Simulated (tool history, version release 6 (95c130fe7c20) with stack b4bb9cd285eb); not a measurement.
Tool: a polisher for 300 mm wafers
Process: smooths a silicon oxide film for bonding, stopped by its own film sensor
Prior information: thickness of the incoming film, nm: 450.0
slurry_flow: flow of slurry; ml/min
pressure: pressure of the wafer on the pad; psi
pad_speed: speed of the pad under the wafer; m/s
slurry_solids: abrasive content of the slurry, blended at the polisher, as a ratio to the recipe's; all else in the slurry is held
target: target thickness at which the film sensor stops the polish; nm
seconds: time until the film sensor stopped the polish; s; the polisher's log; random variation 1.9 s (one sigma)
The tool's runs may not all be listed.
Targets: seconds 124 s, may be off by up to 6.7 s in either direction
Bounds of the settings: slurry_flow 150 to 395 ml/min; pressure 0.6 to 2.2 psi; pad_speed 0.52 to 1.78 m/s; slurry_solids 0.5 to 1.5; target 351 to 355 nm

run,hour,slurry_flow,pressure,pad_speed,slurry_solids,target,seconds
1,0,250,1.4,1.14,1,355,164.71
2,7.4,250,1.5,1.14,1,355,150.47
3,9.6,250,1.5,0.9,1,355,174.89
4,11.3,250,1.2,0.9,1,355,212.52
5,18.3,250,1.4,0.92,1,355,183.66
6,26.4,305,1.4,0.92,1,355,184.76
7,34.3,305,1.5,0.94,1,355,171.37
8,40.7,305,1.6,0.96,1,355,157.42
9,45.7,305,1.7,0.96,1,355,151.62
10,54.6,305,1.8,0.96,1,355,144.34
11,63.6,305,1.9,0.96,1,355,137.5
12,69.3,305,1.9,0.96,1,355,140.53

Of the 4 settings listed for the next run, only one would bring every result within its allowed miss of target. Which one?
A,75,315,1.8,1.18,0.85,355,?
B,75,260,2.2,0.86,1.1,355,?
C,75,290,1.8,1.06,0.9,355,?
D,75,300,1.9,0.96,1.05,351,?

move,seconds
A,135.22
B,124.24
C,141.75
D,138.23
A: an improvement on the last run, though not all results are within tolerance
B: hits every target within its allowed miss
C: its largest miss is bigger than the last run's
D: an improvement on the last run, though not all results are within tolerance
So the answer is move B, the one that meets all the targets.

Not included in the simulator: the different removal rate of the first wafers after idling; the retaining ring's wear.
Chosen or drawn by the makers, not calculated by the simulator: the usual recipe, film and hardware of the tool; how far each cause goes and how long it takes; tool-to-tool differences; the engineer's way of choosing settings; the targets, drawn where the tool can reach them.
